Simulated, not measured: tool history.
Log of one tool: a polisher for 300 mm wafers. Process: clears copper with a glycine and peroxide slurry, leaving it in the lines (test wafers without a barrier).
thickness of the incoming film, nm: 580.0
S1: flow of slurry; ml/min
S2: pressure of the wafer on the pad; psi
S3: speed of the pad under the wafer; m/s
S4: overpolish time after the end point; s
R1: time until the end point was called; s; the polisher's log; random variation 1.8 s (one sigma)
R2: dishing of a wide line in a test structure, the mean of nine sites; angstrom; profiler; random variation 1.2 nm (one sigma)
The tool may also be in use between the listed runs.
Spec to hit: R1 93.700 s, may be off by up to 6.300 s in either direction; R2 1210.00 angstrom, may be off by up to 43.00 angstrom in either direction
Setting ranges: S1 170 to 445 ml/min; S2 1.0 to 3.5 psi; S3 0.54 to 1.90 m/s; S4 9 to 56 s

run,hour,S1,S2,S3,S4,R1,R2
1,0.0,285,2.2,1.22,29,101.660,860.07
2,4.8,285,2.2,1.22,39,96.278,1011.50
3,5.5,285,2.2,0.94,39,119.480,908.27
4,10.5,285,2.2,0.94,29,124.550,733.78
5,17.5,285,2.2,1.16,29,103.010,826.28
6,23.9,285,2.2,1.16,37,104.690,950.11
7,28.7,285,2.2,1.16,37,104.410,955.33
8,31.0,285,2.3,1.16,39,100.670,1004.40
9,39.0,285,2.4,1.16,41,97.248,1059.90
10,45.8,285,2.4,1.16,43,96.987,1066.50
11,48.2,285,2.4,1.16,43,98.911,1091.30
12,55.6,285,2.5,1.16,44,94.637,1128.60
13,61.5,285,2.5,1.16,45,97.555,1117.20

Which of these 4 next moves meets every target?
A,67.4,350,2.6,1.12,44,?,?
B,67.4,365,2.0,1.08,52,?,?
C,67.4,280,2.5,1.20,50,?,?
D,67.4,275,2.4,1.24,42,?,?

move,R1,R2
A,95.874,1145.10
B,115.810,1099.30
C,94.834,1211.60
D,95.001,1104.80
A: closes in on the targets versus the last run, not all within tolerance yet
B: misses by more than the last run did
C: hits every target within its allowed miss
D: misses by more than the last run did
The move that meets every target is C.
